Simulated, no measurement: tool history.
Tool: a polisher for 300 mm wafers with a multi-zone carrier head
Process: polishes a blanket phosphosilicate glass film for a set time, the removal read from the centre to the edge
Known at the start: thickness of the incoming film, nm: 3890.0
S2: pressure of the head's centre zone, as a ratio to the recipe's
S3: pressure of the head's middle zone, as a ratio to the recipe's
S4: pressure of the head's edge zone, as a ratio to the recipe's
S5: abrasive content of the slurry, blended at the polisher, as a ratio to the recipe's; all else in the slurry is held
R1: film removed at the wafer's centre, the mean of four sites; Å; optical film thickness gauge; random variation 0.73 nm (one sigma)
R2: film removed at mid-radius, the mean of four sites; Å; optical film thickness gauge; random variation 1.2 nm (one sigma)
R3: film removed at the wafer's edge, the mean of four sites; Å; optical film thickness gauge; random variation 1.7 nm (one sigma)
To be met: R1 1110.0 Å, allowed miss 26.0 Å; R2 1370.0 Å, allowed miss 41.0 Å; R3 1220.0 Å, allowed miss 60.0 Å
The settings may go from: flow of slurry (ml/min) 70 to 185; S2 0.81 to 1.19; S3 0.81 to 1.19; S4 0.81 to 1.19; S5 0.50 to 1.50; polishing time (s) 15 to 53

run 1 day=0.000 | flow_of_slurry_(ml/min)=120 S2=1.00 S3=1.00 S4=1.00 S5=1.00 polishing_time_(s)=34 | R1=2843.4 R2=2867.2 R3=2866.9
run 2 day=0.071 | flow_of_slurry_(ml/min)=120 S2=0.92 S3=1.00 S4=1.00 S5=1.00 polishing_time_(s)=34 | R1=2621.9 R2=2891.2 R3=2815.3
run 3 day=0.242 | flow_of_slurry_(ml/min)=120 S2=0.92 S3=1.00 S4=0.91 S5=1.00 polishing_time_(s)=34 | R1=2623.0 R2=2835.2 R3=2704.8
run 4 day=0.475 | flow_of_slurry_(ml/min)=115 S2=0.91 S3=1.00 S4=0.90 S5=0.95 polishing_time_(s)=32 | R1=2326.4 R2=2577.9 R3=2464.6
run 5 day=0.550 | flow_of_slurry_(ml/min)=115 S2=0.91 S3=1.01 S4=0.89 S5=0.90 polishing_time_(s)=30 | R1=2120.1 R2=2383.2 R3=2151.4
run 6 day=0.883 | flow_of_slurry_(ml/min)=125 S2=0.91 S3=1.01 S4=0.89 S5=0.90 polishing_time_(s)=30 | R1=2193.9 R2=2402.1 R3=2325.0
run 7 day=1.067 | flow_of_slurry_(ml/min)=120 S2=0.90 S3=1.00 S4=0.89 S5=0.85 polishing_time_(s)=29 | R1=2017.2 R2=2241.8 R3=2158.8
run 8 day=1.329 | flow_of_slurry_(ml/min)=115 S2=0.89 S3=1.00 S4=0.88 S5=0.80 polishing_time_(s)=28 | R1=1815.1 R2=2015.4 R3=1935.2
run 9 day=1.446 | flow_of_slurry_(ml/min)=110 S2=0.88 S3=1.00 S4=0.87 S5=0.75 polishing_time_(s)=28 | R1=1707.9 R2=1918.7 R3=1767.2
run 10 day=1.796 | flow_of_slurry_(ml/min)=105 S2=0.87 S3=1.00 S4=0.89 S5=0.70 polishing_time_(s)=28 | R1=1572.8 R2=1804.7 R3=1709.5
run 11 day=1.958 | flow_of_slurry_(ml/min)=100 S2=0.86 S3=1.00 S4=0.88 S5=0.70 polishing_time_(s)=28 | R1=1548.4 R2=1775.8 R3=1677.1
run 12 day=2.288 | flow_of_slurry_(ml/min)=95 S2=0.85 S3=1.00 S4=0.88 S5=0.70 polishing_time_(s)=28 | R1=1513.7 R2=1765.8 R3=1668.7
run 13 day=2.538 | flow_of_slurry_(ml/min)=90 S2=0.85 S3=1.00 S4=0.87 S5=0.70 polishing_time_(s)=28 | R1=1465.4 R2=1732.4 R3=1649.3
run 14 day=2.688 | flow_of_slurry_(ml/min)=90 S2=0.85 S3=1.00 S4=0.86 S5=0.70 polishing_time_(s)=28 | R1=1482.2 R2=1727.4 R3=1651.9
run 15 day=2.792 | flow_of_slurry_(ml/min)=90 S2=0.85 S3=1.01 S4=0.85 S5=0.70 polishing_time_(s)=28 | R1=1500.9 R2=1743.8 R3=1624.9
run 16 day=3.008 | flow_of_slurry_(ml/min)=80 S2=0.83 S3=1.03 S4=0.84 S5=0.60 polishing_time_(s)=27 | R1=1197.7 R2=1475.7 R3=1367.4

4 next moves are on the table. One of them brings every result within its allowed miss. Which?
run A day=3.225 | flow_of_slurry_(ml/min)=75 S2=0.89 S3=0.96 S4=0.83 S5=0.55 polishing_time_(s)=27 | R1=? R2=? R3=?
run B day=3.225 | flow_of_slurry_(ml/min)=70 S2=0.81 S3=0.95 S4=0.95 S5=0.75 polishing_time_(s)=27 | R1=? R2=? R3=?
run C day=3.225 | flow_of_slurry_(ml/min)=85 S2=0.86 S3=1.05 S4=0.82 S5=0.65 polishing_time_(s)=27 | R1=? R2=? R3=?
run D day=3.225 | flow_of_slurry_(ml/min)=110 S2=0.83 S3=1.04 S4=0.85 S5=0.60 polishing_time_(s)=23 | R1=? R2=? R3=?

move=A R1=1137.8 R2=1257.8 R3=1201.6
move=B R1=1339.1 R2=1587.5 R3=1638.3
move=C R1=1337.8 R2=1629.6 R3=1417.4
move=D R1=1109.5 R2=1366.0 R3=1193.4
A: nearer than the last run, and not there yet
B: further off than the last run
C: further off than the last run
D: meets every target
Answer: D

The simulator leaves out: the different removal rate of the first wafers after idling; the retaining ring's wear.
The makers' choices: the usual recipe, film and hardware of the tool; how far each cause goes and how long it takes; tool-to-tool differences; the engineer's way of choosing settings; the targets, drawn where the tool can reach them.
